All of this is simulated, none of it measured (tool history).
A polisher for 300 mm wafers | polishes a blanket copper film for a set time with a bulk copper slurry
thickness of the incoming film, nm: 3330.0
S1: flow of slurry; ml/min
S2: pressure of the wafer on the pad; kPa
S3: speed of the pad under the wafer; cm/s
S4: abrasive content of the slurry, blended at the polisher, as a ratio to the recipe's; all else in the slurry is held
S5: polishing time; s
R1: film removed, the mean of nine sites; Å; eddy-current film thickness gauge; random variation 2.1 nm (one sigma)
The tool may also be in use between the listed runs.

Run 1, hour 0.0: S1 150 ml/min, S2 22.1 kPa, S3 118 cm/s, S4 1.0, S5 33 s. Result: R1 4803.0 Å.
Run 2, hour 7.5: S1 150 ml/min, S2 22.1 kPa, S3 118 cm/s, S4 1.0, S5 29 s. Result: R1 4206.2 Å.
Run 3, hour 15.1: S1 130 ml/min, S2 22.1 kPa, S3 118 cm/s, S4 1.0, S5 29 s. Result: R1 4083.2 Å.
Run 4, hour 18.3: S1 125 ml/min, S2 21.4 kPa, S3 118 cm/s, S4 1.0, S5 29 s. Result: R1 3902.9 Å.
Run 5, hour 26.2: S1 125 ml/min, S2 21.4 kPa, S3 136 cm/s, S4 1.0, S5 29 s. Result: R1 4454.3 Å.
Run 6, hour 27.2: S1 125 ml/min, S2 21.4 kPa, S3 136 cm/s, S4 1.1, S5 29 s. Result: R1 4555.6 Å.
Run 7, hour 34.9: S1 120 ml/min, S2 20.0 kPa, S3 136 cm/s, S4 1.1, S5 29 s. Result: R1 4226.8 Å.
Run 8, hour 38.3: S1 115 ml/min, S2 19.3 kPa, S3 136 cm/s, S4 1.1, S5 29 s. Result: R1 4040.1 Å.
Run 9, hour 41.6: S1 110 ml/min, S2 18.6 kPa, S3 136 cm/s, S4 1.1, S5 29 s. Result: R1 3918.4 Å.
Run 10, hour 46.2: S1 105 ml/min, S2 17.9 kPa, S3 136 cm/s, S4 1.1, S5 29 s. Result: R1 3693.7 Å.
Run 11, hour 51.0: S1 105 ml/min, S2 17.2 kPa, S3 136 cm/s, S4 1.1, S5 29 s. Result: R1 3548.0 Å.
Run 12, hour 57.0: S1 105 ml/min, S2 16.5 kPa, S3 136 cm/s, S4 1.1, S5 29 s. Result: R1 3413.0 Å.

Run 13 comes next. What will it give?
Run 13, hour 63.9: S1 100 ml/min, S2 15.9 kPa, S3 136 cm/s, S4 1.1, S5 29 s. Result: R1 ?.

Run 13 gave R1 3261.4 Å.
